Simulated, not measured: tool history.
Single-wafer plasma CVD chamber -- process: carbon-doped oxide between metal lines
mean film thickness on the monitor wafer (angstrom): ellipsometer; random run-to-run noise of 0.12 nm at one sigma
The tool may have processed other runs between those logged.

run,day,heater temperature setpoint (K),chamber pressure (Pa),RF power (kW),deposition time (s),mean film thickness on the monitor wafer (angstrom)
1,0,643.15,537,0.415,5.83,260.66
2,0.267,645.15,505,0.4,5.82,248.39
3,0.538,645.15,545,0.4,5.82,250.78
4,0.596,645.15,461,0.4,5.82,248.08
5,0.646,645.15,524,0.4,5.82,249.79
6,0.879,645.15,472,0.4,5.82,248.95
7,1,647.15,463,0.39,5.81,242.92
8,1.304,648.15,456,0.38,5.8,240.09
9,1.583,648.15,456,0.37,5.79,232.5
10,1.808,648.15,452,0.365,5.79,233.81

Estimate the outcome of run 11 from the log above:
11,1.904,649.15,444,0.36,5.78,?

{"run 11": {"mean film thickness on the monitor wafer (angstrom)": 226.98}}
